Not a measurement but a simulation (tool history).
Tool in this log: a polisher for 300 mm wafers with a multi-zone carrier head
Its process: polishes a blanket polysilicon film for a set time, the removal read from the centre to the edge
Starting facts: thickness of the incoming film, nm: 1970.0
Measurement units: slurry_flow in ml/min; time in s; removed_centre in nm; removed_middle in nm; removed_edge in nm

run	hour	slurry_flow	centre_zone	middle_zone	edge_zone	time	removed_centre	removed_middle	removed_edge
1	0	300	1	1	1	77	652.07	649	639.81
2	4.5	300	1.08	1	1	77	709.08	643.02	673.42
3	10.2	300	1.01	1	1	77	659.94	651.03	660.83
4	18	300	1.09	1	1	77	715.36	643.9	658.8
5	20.9	300	1.02	1.01	0.96	68	596.35	576.59	577.21
6	29.9	300	1.1	1.01	0.96	68	629.3	582.14	572.76
7	30.7	295	1.03	1.01	0.93	62	550.87	515.48	527.99
8	32.5	310	0.99	1.05	0.91	56	475.53	496.72	455.39

For run 9, what comes out?
9	34.3	310	0.95	1.05	0.9	55	?	?	?

Run 9 yielded removed_centre 458.14 nm, removed_middle 482.44 nm, removed_edge 460.09 nm.
